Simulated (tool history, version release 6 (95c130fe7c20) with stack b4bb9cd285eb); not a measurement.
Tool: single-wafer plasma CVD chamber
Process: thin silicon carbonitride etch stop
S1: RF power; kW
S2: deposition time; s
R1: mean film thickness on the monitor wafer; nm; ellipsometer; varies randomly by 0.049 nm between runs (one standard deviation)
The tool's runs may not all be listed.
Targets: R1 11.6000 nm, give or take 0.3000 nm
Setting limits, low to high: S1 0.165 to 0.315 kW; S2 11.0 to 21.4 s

run 1 hour=0.0 | S1=0.240 S2=16.2 | R1=9.9465
run 2 hour=3.3 | S1=0.250 S2=16.6 | R1=10.3710
run 3 hour=5.2 | S1=0.250 S2=15.0 | R1=9.3871
run 4 hour=10.1 | S1=0.260 S2=15.6 | R1=9.8970
run 5 hour=10.6 | S1=0.270 S2=16.0 | R1=10.2720
run 6 hour=11.6 | S1=0.255 S2=16.0 | R1=10.1150
run 7 hour=15.8 | S1=0.265 S2=16.3 | R1=10.4460
run 8 hour=22.9 | S1=0.270 S2=16.5 | R1=10.5340
run 9 hour=31.6 | S1=0.275 S2=16.8 | R1=10.7800

Pick the move, out of 4, that brings all results within their allowed miss; only one does.
run A hour=40.3 | S1=0.315 S2=17.2 | R1=?
run B hour=40.3 | S1=0.265 S2=19.6 | R1=?
run C hour=40.3 | S1=0.280 S2=15.9 | R1=?
run D hour=40.3 | S1=0.260 S2=17.3 | R1=?

move=A R1=11.5600
move=B R1=12.4340
move=C R1=10.2760
move=D R1=10.9050
A: meets every target
B: pushes the last run's worst result past its target
C: the biggest miss grows against the last run
D: closes in on the targets versus the last run, not all within tolerance yet
Move A is the one to make.

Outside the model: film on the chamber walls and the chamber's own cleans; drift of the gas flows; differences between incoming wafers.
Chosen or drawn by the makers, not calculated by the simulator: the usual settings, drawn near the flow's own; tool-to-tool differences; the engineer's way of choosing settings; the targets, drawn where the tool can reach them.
